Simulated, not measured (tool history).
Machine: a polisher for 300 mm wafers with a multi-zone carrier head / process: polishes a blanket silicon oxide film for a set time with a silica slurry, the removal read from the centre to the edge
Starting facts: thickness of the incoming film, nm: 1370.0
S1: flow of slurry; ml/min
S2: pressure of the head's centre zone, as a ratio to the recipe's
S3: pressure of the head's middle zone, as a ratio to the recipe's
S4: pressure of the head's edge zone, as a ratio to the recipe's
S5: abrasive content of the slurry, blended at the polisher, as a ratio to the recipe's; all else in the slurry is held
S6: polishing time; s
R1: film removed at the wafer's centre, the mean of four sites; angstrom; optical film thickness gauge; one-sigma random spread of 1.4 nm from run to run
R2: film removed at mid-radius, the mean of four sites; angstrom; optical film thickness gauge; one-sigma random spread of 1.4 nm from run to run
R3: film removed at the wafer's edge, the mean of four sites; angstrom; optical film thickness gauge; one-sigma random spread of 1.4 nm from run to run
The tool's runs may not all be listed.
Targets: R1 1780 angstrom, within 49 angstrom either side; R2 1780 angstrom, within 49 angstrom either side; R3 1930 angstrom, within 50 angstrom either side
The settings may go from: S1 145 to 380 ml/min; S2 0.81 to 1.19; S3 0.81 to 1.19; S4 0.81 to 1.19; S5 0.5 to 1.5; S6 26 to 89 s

Run 1, hour 0: S1 245 ml/min, S2 1, S3 1, S4 1, S5 1, S6 57 s. Result: R1 1289.6 angstrom, R2 1376.2 angstrom, R3 1318.3 angstrom.
Run 2, hour 4.4: S1 245 ml/min, S2 0.93, S3 1, S4 1, S5 1, S6 57 s. Result: R1 1234 angstrom, R2 1353.2 angstrom, R3 1302.7 angstrom.
Run 3, hour 11.7: S1 250 ml/min, S2 0.95, S3 0.99, S4 1.03, S5 1.1, S6 58 s. Result: R1 1316.9 angstrom, R2 1454.6 angstrom, R3 1424.1 angstrom.
Run 4, hour 20.4: S1 255 ml/min, S2 0.98, S3 0.98, S4 1.05, S5 1.15, S6 58 s. Result: R1 1399.4 angstrom, R2 1483 angstrom, R3 1483.8 angstrom.
Run 5, hour 25.4: S1 255 ml/min, S2 0.98, S3 0.98, S4 1.05, S5 1.3, S6 58 s. Result: R1 1499.4 angstrom, R2 1567 angstrom, R3 1554.6 angstrom.
Run 6, hour 31.8: S1 195 ml/min, S2 0.98, S3 0.98, S4 1.05, S5 1.3, S6 58 s. Result: R1 1445.4 angstrom, R2 1524.8 angstrom, R3 1539.3 angstrom.
Run 7, hour 40.7: S1 200 ml/min, S2 0.99, S3 0.98, S4 1.07, S5 1.35, S6 59 s. Result: R1 1508.5 angstrom, R2 1587.5 angstrom, R3 1604.6 angstrom.
Run 8, hour 47.6: S1 210 ml/min, S2 1, S3 0.97, S4 1.09, S5 1.4, S6 59 s. Result: R1 1588.8 angstrom, R2 1586.9 angstrom, R3 1614.6 angstrom.
Run 9, hour 51.7: S1 210 ml/min, S2 0.99, S3 0.96, S4 1.1, S5 1.4, S6 60 s. Result: R1 1588.8 angstrom, R2 1646.5 angstrom, R3 1710.6 angstrom.
Run 10, hour 60.2: S1 225 ml/min, S2 0.99, S3 0.96, S4 1.12, S5 1.4, S6 60 s. Result: R1 1613.4 angstrom, R2 1616.3 angstrom, R3 1713.1 angstrom.
Run 11, hour 66.4: S1 235 ml/min, S2 0.99, S3 0.96, S4 1.13, S5 1.4, S6 60 s. Result: R1 1610.2 angstrom, R2 1621.9 angstrom, R3 1717.6 angstrom.
Run 12, hour 70.7: S1 240 ml/min, S2 0.99, S3 0.96, S4 1.14, S5 1.4, S6 60 s. Result: R1 1602.2 angstrom, R2 1623.6 angstrom, R3 1716.8 angstrom.
Run 13, hour 76.9: S1 245 ml/min, S2 0.99, S3 0.96, S4 1.15, S5 1.4, S6 61 s. Result: R1 1635.4 angstrom, R2 1655.6 angstrom, R3 1777 angstrom.
Run 14, hour 80.2: S1 245 ml/min, S2 0.99, S3 0.96, S4 1.15, S5 1.4, S6 61 s. Result: R1 1632.5 angstrom, R2 1661.1 angstrom, R3 1759.4 angstrom.
Run 15, hour 84.2: S1 250 ml/min, S2 0.99, S3 0.96, S4 1.16, S5 1.4, S6 61 s. Result: R1 1631.4 angstrom, R2 1673.1 angstrom, R3 1745.6 angstrom.
Run 16, hour 90.2: S1 255 ml/min, S2 0.99, S3 0.95, S4 1.16, S5 1.4, S6 61 s. Result: R1 1643.3 angstrom, R2 1677.9 angstrom, R3 1773.9 angstrom.
Run 17, hour 97.8: S1 255 ml/min, S2 0.99, S3 0.95, S4 1.16, S5 1.4, S6 61 s. Result: R1 1627.2 angstrom, R2 1631.5 angstrom, R3 1795.2 angstrom.
Run 18, hour 101: S1 260 ml/min, S2 0.99, S3 0.95, S4 1.17, S5 1.4, S6 61 s. Result: R1 1639.5 angstrom, R2 1674.6 angstrom, R3 1787.9 angstrom.
Run 19, hour 107.8: S1 270 ml/min, S2 0.99, S3 0.95, S4 1.17, S5 1.4, S6 61 s. Result: R1 1638.4 angstrom, R2 1673 angstrom, R3 1777.7 angstrom.

Exercise: of the 5 proposed moves below, exactly one satisfies all targets within the stated allowed misses. Which move is it?
Run A, hour 114.6: S1 335 ml/min, S2 1.02, S3 1.05, S4 1.05, S5 1.5, S6 56 s. Result: R1 ?, R2 ?, R3 ?.
Run B, hour 114.6: S1 310 ml/min, S2 1.02, S3 0.98, S4 1.12, S5 1.5, S6 52 s. Result: R1 ?, R2 ?, R3 ?.
Run C, hour 114.6: S1 285 ml/min, S2 0.96, S3 1.04, S4 1.16, S5 1.5, S6 58 s. Result: R1 ?, R2 ?, R3 ?.
Run D, hour 114.6: S1 255 ml/min, S2 0.86, S3 0.86, S4 1.19, S5 1.25, S6 64 s. Result: R1 ?, R2 ?, R3 ?.
Run E, hour 114.6: S1 210 ml/min, S2 1.01, S3 0.95, S4 1.18, S5 1.25, S6 70 s. Result: R1 ?, R2 ?, R3 ?.

move      R1      R2      R3
   A  1620.6  1741.4  1627.2
   B  1493.8  1515.8  1550.8
   C  1577.3  1765.5  1747.8
   D  1459.8  1520.5  1794.4
   E  1770.1    1771  1924.3
A: the biggest miss grows against the last run
B: the biggest miss grows against the last run
C: the biggest miss grows against the last run
D: the biggest miss grows against the last run
E: meets every target
Correct choice: E, which meets every target
